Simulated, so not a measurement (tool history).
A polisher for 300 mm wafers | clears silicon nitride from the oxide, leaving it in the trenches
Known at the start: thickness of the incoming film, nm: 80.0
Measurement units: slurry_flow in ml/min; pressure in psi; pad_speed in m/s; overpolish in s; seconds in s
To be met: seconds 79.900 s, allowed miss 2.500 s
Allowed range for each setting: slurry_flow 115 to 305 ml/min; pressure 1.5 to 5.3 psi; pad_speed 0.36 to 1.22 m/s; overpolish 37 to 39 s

run    day  slurry_flow  pressure  pad_speed  overpolish  seconds
  1  0.000          195       3.4       0.78          37  107.150
  2  0.183          195       3.7       0.78          37   98.520
  3  0.267          195       3.2       0.78          37  111.400
  4  0.425          195       3.2       0.86          37  102.110
  5  0.562          195       3.2       0.66          37  131.120
  6  0.846          195       3.7       0.66          37  116.110
  7  0.867          200       4.1       0.66          37  106.010
  8  1.042          200       4.4       0.66          37  100.490
  9  1.258          200       4.7       0.66          37   93.937
 10  1.579          205       4.9       0.66          37   89.984
 11  1.854          205       5.0       0.66          37   88.795
 12  2.042          205       5.1       0.68          37   83.590
 13  2.262          205       5.2       0.68          37   81.967

Which single option among these 4 for the next run brings every result within its allowed miss of target? Just one does.
  A  2.483          210       5.2       0.66          37        ?
  B  2.483          205       5.1       0.66          37        ?
  C  2.483          245       4.3       0.82          39        ?
  D  2.483          195       5.1       0.66          37        ?

move  seconds
   A   85.497
   B   87.295
   C   80.532
   D   87.924
A: its largest miss is bigger than the last run's
B: its largest miss is bigger than the last run's
C: all results land within tolerance of their targets
D: its largest miss is bigger than the last run's
Answer: C

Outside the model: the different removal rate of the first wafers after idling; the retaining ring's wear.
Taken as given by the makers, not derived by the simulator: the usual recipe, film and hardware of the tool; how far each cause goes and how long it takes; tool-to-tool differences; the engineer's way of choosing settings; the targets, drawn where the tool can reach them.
